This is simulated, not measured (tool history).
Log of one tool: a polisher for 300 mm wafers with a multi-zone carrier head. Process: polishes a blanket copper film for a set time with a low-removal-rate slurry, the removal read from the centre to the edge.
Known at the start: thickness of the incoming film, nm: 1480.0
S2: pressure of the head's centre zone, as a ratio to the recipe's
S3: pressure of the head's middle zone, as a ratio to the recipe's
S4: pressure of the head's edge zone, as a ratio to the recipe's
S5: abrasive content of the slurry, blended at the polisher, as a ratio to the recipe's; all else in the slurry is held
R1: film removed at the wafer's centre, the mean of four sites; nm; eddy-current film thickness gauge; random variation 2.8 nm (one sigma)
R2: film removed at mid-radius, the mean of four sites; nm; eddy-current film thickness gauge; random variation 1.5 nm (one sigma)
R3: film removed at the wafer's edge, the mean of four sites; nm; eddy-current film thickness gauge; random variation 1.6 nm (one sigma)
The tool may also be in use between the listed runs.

Run 1, day 0.000: flow of slurry (ml/min) 170, S2 1.00, S3 1.00, S4 1.00, S5 1.00, polishing time (s) 48. Result: R1 139.57 nm, R2 137.95 nm, R3 139.64 nm.
Run 2, day 0.283: flow of slurry (ml/min) 175, S2 1.01, S3 1.01, S4 1.01, S5 1.05, polishing time (s) 48. Result: R1 147.67 nm, R2 138.47 nm, R3 142.45 nm.
Run 3, day 0.467: flow of slurry (ml/min) 175, S2 1.01, S3 1.01, S4 1.01, S5 1.05, polishing time (s) 58. Result: R1 175.15 nm, R2 171.78 nm, R3 170.40 nm.
Run 4, day 0.783: flow of slurry (ml/min) 175, S2 1.01, S3 1.01, S4 1.01, S5 1.25, polishing time (s) 58. Result: R1 183.37 nm, R2 176.21 nm, R3 178.91 nm.
Run 5, day 0.967: flow of slurry (ml/min) 175, S2 0.95, S3 1.01, S4 1.01, S5 1.25, polishing time (s) 58. Result: R1 174.04 nm, R2 174.85 nm, R3 176.21 nm.
Run 6, day 1.250: flow of slurry (ml/min) 175, S2 0.95, S3 0.97, S4 1.01, S5 1.25, polishing time (s) 58. Result: R1 171.71 nm, R2 169.21 nm, R3 176.30 nm.
Run 7, day 1.421: flow of slurry (ml/min) 180, S2 0.96, S3 0.98, S4 1.01, S5 1.25, polishing time (s) 58. Result: R1 177.31 nm, R2 173.75 nm, R3 178.34 nm.
Run 8, day 1.658: flow of slurry (ml/min) 185, S2 0.96, S3 0.98, S4 1.01, S5 1.25, polishing time (s) 58. Result: R1 171.87 nm, R2 171.98 nm, R3 179.20 nm.

Run 9 comes next. What will it give?
Run 9, day 1.733: flow of slurry (ml/min) 185, S2 0.97, S3 0.99, S4 1.01, S5 1.25, polishing time (s) 58. Result: R1 ?, R2 ?, R3 ?.

Run 9 gave R1 176.58 nm, R2 173.79 nm, R3 181.11 nm.
